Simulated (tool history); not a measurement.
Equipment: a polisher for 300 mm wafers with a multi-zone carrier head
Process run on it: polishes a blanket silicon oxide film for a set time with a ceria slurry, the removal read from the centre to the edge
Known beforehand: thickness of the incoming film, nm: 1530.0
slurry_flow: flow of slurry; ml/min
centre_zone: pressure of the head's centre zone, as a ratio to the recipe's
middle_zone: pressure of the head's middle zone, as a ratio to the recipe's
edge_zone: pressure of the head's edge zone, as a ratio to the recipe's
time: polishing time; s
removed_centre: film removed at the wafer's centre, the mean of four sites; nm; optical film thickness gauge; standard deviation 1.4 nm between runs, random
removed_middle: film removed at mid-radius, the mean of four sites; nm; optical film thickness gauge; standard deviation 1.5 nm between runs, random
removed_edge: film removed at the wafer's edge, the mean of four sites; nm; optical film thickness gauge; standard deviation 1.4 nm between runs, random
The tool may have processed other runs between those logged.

{"run": 1, "day": 0.0, "slurry_flow": 315, "centre_zone": 1, "middle_zone": 1, "edge_zone": 1, "time": 34, "removed_centre": 135.63, "removed_middle": 130.87, "removed_edge": 128.6}
{"run": 2, "day": 0.367, "slurry_flow": 315, "centre_zone": 1, "middle_zone": 0.96, "edge_zone": 1, "time": 34, "removed_centre": 130.72, "removed_middle": 126.53, "removed_edge": 127.52}
{"run": 3, "day": 0.454, "slurry_flow": 385, "centre_zone": 1, "middle_zone": 0.96, "edge_zone": 1, "time": 34, "removed_centre": 135.17, "removed_middle": 127.08, "removed_edge": 130.54}
{"run": 4, "day": 0.792, "slurry_flow": 385, "centre_zone": 1, "middle_zone": 0.96, "edge_zone": 1, "time": 26, "removed_centre": 104.5, "removed_middle": 95.665, "removed_edge": 100.78}
{"run": 5, "day": 0.95, "slurry_flow": 385, "centre_zone": 1, "middle_zone": 1.04, "edge_zone": 1, "time": 26, "removed_centre": 105.83, "removed_middle": 104.78, "removed_edge": 100.31}
{"run": 6, "day": 1.092, "slurry_flow": 385, "centre_zone": 1, "middle_zone": 1.04, "edge_zone": 1.06, "time": 26, "removed_centre": 103.59, "removed_middle": 102.56, "removed_edge": 101.2}
{"run": 7, "day": 1.262, "slurry_flow": 385, "centre_zone": 1.04, "middle_zone": 1.04, "edge_zone": 1.05, "time": 26, "removed_centre": 107.84, "removed_middle": 103.19, "removed_edge": 101.47}
{"run": 8, "day": 1.45, "slurry_flow": 385, "centre_zone": 1.07, "middle_zone": 1.04, "edge_zone": 1.04, "time": 26, "removed_centre": 109.1, "removed_middle": 104.76, "removed_edge": 101.31}
{"run": 9, "day": 1.825, "slurry_flow": 390, "centre_zone": 1.11, "middle_zone": 1.02, "edge_zone": 1.02, "time": 26, "removed_centre": 113.91, "removed_middle": 103.15, "removed_edge": 101.31}
{"run": 10, "day": 2.188, "slurry_flow": 390, "centre_zone": 1.13, "middle_zone": 1.02, "edge_zone": 1.01, "time": 26, "removed_centre": 119.45, "removed_middle": 103.19, "removed_edge": 100.02}

Run 11 is up next; what results do you expect?
{"run": 11, "day": 2.488, "slurry_flow": 390, "centre_zone": 1.13, "middle_zone": 1.02, "edge_zone": 1.02, "time": 26, "removed_centre": "?", "removed_middle": "?", "removed_edge": "?"}

{"run 11": {"removed_centre": 119.24, "removed_middle": 102.31, "removed_edge": 102.31}}
